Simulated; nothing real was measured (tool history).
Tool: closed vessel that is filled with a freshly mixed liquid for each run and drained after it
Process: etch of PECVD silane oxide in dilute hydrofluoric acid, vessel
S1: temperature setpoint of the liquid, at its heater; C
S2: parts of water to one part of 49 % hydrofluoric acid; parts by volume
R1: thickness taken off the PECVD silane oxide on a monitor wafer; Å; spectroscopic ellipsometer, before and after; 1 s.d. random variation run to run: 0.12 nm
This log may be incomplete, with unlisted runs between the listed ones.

run 1 hour=0.0 | S1=25.0 S2=160 time_in_the_liquid_(s)=40 | R1=112.79
run 2 hour=5.8 | S1=22.0 S2=160 time_in_the_liquid_(s)=40 | R1=101.44
run 3 hour=14.1 | S1=23.5 S2=160 time_in_the_liquid_(s)=40 | R1=106.74
run 4 hour=16.4 | S1=23.5 S2=130 time_in_the_liquid_(s)=40 | R1=136.01
run 5 hour=23.0 | S1=24.0 S2=130 time_in_the_liquid_(s)=40 | R1=138.13
run 6 hour=29.9 | S1=26.0 S2=130 time_in_the_liquid_(s)=40 | R1=148.05

For run 7, what comes out?
run 7 hour=32.2 | S1=26.5 S2=130 time_in_the_liquid_(s)=40 | R1=?

{"run 7": {"R1": 152.8}}

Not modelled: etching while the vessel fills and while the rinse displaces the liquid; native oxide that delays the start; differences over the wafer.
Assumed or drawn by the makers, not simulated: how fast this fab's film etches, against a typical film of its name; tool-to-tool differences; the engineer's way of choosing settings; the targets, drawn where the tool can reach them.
